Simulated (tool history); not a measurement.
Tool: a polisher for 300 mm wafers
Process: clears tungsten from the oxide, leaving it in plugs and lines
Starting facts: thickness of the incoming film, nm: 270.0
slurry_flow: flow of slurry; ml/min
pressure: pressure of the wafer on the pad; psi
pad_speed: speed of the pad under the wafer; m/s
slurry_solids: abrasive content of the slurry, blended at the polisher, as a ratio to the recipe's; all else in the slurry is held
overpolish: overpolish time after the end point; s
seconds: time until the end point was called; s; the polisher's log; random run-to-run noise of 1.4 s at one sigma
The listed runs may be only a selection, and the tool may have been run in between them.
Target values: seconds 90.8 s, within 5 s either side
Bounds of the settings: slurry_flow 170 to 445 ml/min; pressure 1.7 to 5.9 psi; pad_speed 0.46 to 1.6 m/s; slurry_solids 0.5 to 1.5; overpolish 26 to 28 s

run,hour,slurry_flow,pressure,pad_speed,slurry_solids,overpolish,seconds
1,0,285,3.8,1.02,1,26,58.288
2,6.1,285,3.8,1.02,1,28,57.676
3,12.5,285,3.8,1.02,1,26,58.281
4,21.2,285,3.5,1.02,1,26,60.853
5,25.6,285,3.2,1,1,26,68.954
6,34.1,285,3.8,1,1,26,60.177
7,39.8,285,3.5,0.98,1,26,64.096
8,46.3,285,3.2,0.96,1,26,73.658
9,50.4,285,3.1,0.96,1,26,74.093
10,57.5,285,3,0.96,1,26,73.294
11,65.4,285,2,0.92,1,26,104.75

Exactly one of the 5 candidate moves below puts every result within its allowed miss. Which one?
A,73.3,175,4.4,0.66,1,26,?
B,73.3,230,1.7,0.88,1.05,26,?
C,73.3,290,1.9,0.86,1,28,?
D,73.3,370,1.7,0.92,1.05,26,?
E,73.3,345,2.7,0.82,1.25,26,?

move,seconds
A,81.655
B,120.25
C,113.27
D,111.14
E,87.955
A: carries the result that was furthest off beyond its target, to the other side
B: moves away from the targets compared with the last run
C: moves away from the targets compared with the last run
D: moves away from the targets compared with the last run
E: meets every target
E meets every target.

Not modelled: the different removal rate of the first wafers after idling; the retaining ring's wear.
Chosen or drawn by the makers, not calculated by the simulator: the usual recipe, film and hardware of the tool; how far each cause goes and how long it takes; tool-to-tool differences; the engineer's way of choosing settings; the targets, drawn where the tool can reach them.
